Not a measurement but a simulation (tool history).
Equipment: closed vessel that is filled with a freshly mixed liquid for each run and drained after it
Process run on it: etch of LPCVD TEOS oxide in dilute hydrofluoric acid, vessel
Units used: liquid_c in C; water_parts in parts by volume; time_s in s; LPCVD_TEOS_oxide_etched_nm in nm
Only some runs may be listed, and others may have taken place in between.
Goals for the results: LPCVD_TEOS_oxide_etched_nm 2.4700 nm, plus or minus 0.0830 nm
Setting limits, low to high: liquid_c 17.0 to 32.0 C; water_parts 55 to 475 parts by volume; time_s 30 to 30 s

run    day  liquid_c  water_parts  time_s  LPCVD_TEOS_oxide_etched_nm
  1  0.000      24.0          265      30                      3.0198
  2  0.217      23.0          265      30                      2.9144
  3  0.250      25.0          265      30                      3.1044
  4  0.525      25.0          305      30                      2.5958
  5  0.792      24.5          305      30                      2.5706
  6  0.838      24.5          385      30                      1.8860
  7  0.896      25.5          380      30                      1.9858
  8  0.996      26.5          380      30                      2.0718
  9  1.283      30.5          375      30                      2.3854

Of the 4 settings listed for the next run, only one would bring every result within its allowed miss of target. Which one?
  A  1.571      28.5          365      30                           ?
  B  1.571      32.0          380      30                           ?
  C  1.571      28.5          380      30                           ?
  D  1.571      29.0          370      30                           ?

move  LPCVD_TEOS_oxide_etched_nm
   A                      2.3067
   B                      2.4288
   C                      2.1827
   D                      2.2999
A: misses by more than the last run did
B: every result lands within tolerance
C: misses by more than the last run did
D: misses by more than the last run did
Answer: B

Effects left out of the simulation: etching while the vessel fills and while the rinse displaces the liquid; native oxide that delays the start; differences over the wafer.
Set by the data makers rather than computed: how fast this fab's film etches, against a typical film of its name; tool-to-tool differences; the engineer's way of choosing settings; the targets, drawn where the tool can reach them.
